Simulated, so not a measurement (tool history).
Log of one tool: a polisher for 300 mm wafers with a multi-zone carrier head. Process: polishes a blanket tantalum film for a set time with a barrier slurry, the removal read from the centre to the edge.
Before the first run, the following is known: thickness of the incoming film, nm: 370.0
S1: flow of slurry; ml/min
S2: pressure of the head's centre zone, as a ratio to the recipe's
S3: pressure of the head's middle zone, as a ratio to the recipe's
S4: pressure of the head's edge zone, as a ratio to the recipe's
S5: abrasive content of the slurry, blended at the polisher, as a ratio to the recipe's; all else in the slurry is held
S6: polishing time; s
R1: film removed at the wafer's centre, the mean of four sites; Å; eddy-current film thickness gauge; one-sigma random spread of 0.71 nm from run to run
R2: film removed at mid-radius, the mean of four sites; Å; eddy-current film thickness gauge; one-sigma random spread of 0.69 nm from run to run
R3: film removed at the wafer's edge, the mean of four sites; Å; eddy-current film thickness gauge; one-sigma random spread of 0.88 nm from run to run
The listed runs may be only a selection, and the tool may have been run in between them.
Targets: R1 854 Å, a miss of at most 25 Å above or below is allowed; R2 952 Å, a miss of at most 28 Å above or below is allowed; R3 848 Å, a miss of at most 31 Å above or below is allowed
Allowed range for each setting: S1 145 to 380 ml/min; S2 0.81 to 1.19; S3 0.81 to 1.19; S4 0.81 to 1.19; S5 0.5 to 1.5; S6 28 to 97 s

run	hour	S1	S2	S3	S4	S5	S6	R1	R2	R3
1	0	245	1	1	1	1	62	1213.8	1191	1220
2	8.5	190	1	1	1	1	62	1149.4	1155.4	1161.8
3	9.3	190	1	0.96	1	1	62	1158.1	1111.2	1154
4	15.5	180	0.98	0.98	0.95	0.85	61	1049.2	1049	1051
5	19.1	180	0.98	0.98	0.95	0.75	61	1008	1004	1015.8
6	27.1	145	0.98	0.98	0.95	0.75	61	942.28	948.27	979.31
7	32	150	0.97	1.01	0.91	0.7	61	932.9	975.56	933.34
8	35.7	150	0.96	1.01	0.89	0.7	61	927.34	971.31	939.46

Pick the move, out of 5, that brings all results within their allowed miss; only one does.
A	39.4	145	1.01	0.97	0.94	0.6	62	?	?	?
B	39.4	225	0.92	1.07	0.86	0.55	59	?	?	?
C	39.4	230	1	0.96	0.86	0.55	68	?	?	?
D	39.4	200	0.99	1.14	0.81	0.9	47	?	?	?
E	39.4	160	0.97	1.13	0.86	0.75	49	?	?	?

move	R1	R2	R3
A	922.42	886.74	925.17
B	862.49	962.8	866.03
C	1067.9	1015.2	1002
D	854.84	949.64	791.02
E	786.93	887.28	773.59
A: gains on the last run, yet a result remains outside its allowed miss
B: each result inside its tolerance
C: the biggest miss grows against the last run
D: carries the result that was furthest off beyond its target, to the other side
E: carries the result that was furthest off beyond its target, to the other side
Move B is the one to make.
